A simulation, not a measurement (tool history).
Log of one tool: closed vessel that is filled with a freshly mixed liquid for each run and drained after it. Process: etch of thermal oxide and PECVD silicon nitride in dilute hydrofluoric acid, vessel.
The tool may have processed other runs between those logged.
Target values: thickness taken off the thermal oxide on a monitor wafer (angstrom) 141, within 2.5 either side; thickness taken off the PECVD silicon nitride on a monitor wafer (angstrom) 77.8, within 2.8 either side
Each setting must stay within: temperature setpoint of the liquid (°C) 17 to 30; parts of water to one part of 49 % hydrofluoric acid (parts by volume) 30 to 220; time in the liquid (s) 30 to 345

run	hour	temperature setpoint of the liquid (°C)	parts of water to one part of 49 % hydrofluoric acid (parts by volume)	time in the liquid (s)	thickness taken off the thermal oxide on a monitor wafer (angstrom)	thickness taken off the PECVD silicon nitride on a monitor wafer (angstrom)
1	0	22	125	175	51.64	30.067
2	6	25	125	175	58.022	37.337
3	7.5	28	125	175	65.614	44.889
4	16.7	27	95	175	85.6	54.395
5	26	26.5	80	170	100.13	62.059
6	33.2	26	70	170	113.73	68
7	38.5	24.5	40	165	187.3	102.14
8	46.1	24.5	40	165	189.06	102.99
9	52.8	23	75	175	95.637	53.743
10	61	24	70	165	101.14	59.095
11	63.3	24	65	165	109.82	61.689
12	66.8	24.5	60	165	122.13	69.206
13	70.2	25	40	160	186.27	104.37
14	77.6	24.5	45	160	159.28	89.426
15	80.4	24	45	160	158.48	86.139
16	87.6	24	50	165	145.56	80.696

Exercise: of the 5 proposed moves below, exactly one satisfies all targets within the stated allowed misses. Which move is it?
A	94.8	20	50	195	?	?
B	94.8	21	50	180	?	?
C	94.8	20	70	270	?	?
D	94.8	24	50	160	?	?
E	94.8	19.5	35	140	?	?

move	thickness taken off the thermal oxide on a monitor wafer (angstrom)	thickness taken off the PECVD silicon nitride on a monitor wafer (angstrom)
A	144.67	73.284
B	139.31	72.496
C	139.73	73.112
D	140.31	79.07
E	147.87	71.795
A: closes in on the targets versus the last run, not all within tolerance yet
B: meets the target for the result that was furthest off, but another lies outside its allowed miss
C: meets the target for the result that was furthest off, but another lies outside its allowed miss
D: every result within its allowed miss
E: moves away from the targets compared with the last run
Move D is the one to make.

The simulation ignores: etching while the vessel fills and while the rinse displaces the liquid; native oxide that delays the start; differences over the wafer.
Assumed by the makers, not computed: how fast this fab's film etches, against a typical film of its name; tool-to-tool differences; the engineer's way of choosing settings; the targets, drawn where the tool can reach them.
